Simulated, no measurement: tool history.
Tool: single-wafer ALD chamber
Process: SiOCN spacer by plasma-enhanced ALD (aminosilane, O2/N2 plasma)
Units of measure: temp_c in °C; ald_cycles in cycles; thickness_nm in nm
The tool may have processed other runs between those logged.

run	hour	temp_c	ald_cycles	thickness_nm
1	0.0	380	39	2.1157
2	5.1	380	35	1.9016
3	11.3	371	35	1.9053
4	14.4	371	34	1.8484
5	21.6	371	32	1.7323
6	25.9	371	36	1.9566

Predict the results of run 7:
7	30.0	371	35	?

thickness_nm: 1.9138 nm
